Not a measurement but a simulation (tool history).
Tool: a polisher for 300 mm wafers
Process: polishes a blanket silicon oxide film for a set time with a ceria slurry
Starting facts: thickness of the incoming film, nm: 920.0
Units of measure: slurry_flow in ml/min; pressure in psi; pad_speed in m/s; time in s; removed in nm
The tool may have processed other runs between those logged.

run,hour,slurry_flow,pressure,pad_speed,time,removed
1,0.0,145,2.7,0.82,101,336.82
2,6.8,145,2.5,0.82,101,320.25
3,8.4,120,2.5,0.82,101,316.46
4,16.1,120,2.3,0.82,101,304.11
5,24.4,120,2.1,0.82,101,285.69
6,26.4,120,2.4,0.82,101,307.98
7,31.5,120,2.2,0.82,101,286.22

Run 8 is up next; what results do you expect?
8,32.5,120,2.1,0.82,101,?

{"run 8": {"removed": 285.77}}

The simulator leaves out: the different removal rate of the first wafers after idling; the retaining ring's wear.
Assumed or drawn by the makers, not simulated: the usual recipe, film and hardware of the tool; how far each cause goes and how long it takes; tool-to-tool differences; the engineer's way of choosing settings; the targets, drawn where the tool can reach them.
